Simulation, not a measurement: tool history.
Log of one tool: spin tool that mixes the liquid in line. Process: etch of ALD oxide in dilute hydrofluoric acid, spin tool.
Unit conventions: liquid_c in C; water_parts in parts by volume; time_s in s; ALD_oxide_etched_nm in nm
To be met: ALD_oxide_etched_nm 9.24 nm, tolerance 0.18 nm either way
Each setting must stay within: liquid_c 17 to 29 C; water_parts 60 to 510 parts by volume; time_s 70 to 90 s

run,hour,liquid_c,water_parts,time_s,ALD_oxide_etched_nm
1,0,21,285,90,4.6253
2,4.1,21,285,90,4.611
3,12,21,285,90,4.6188
4,17.1,21,285,70,3.5905
5,20.7,22.5,260,70,4.3128
# hour 23.2: hydrofluoric acid flow meter replaced
6,23.2,23.5,230,70,4.7637
7,25.8,23.5,200,70,5.5848
8,33.1,23.5,180,70,6.4024
9,40.5,23.5,170,70,6.8004
10,48.1,23,160,70,7.2359
11,49.3,22,155,70,7.1831
12,57.5,26,145,70,8.9257

Which one of the following 5 next-run settings gets every result inside its allowed miss? There is exactly one.
A,65.7,24.5,155,75,?
B,65.7,26.5,165,85,?
C,65.7,26.5,170,80,?
D,65.7,25.5,145,70,?
E,65.7,26,150,75,?

move,ALD_oxide_etched_nm
A,8.3672
B,9.4882
C,8.6163
D,8.772
E,9.2027
A: misses by more than the last run did
B: the result that was furthest off in the last run now lies on the other side of its target
C: misses by more than the last run did
D: misses by more than the last run did
E: every result lands within tolerance
The move that meets every target is E.
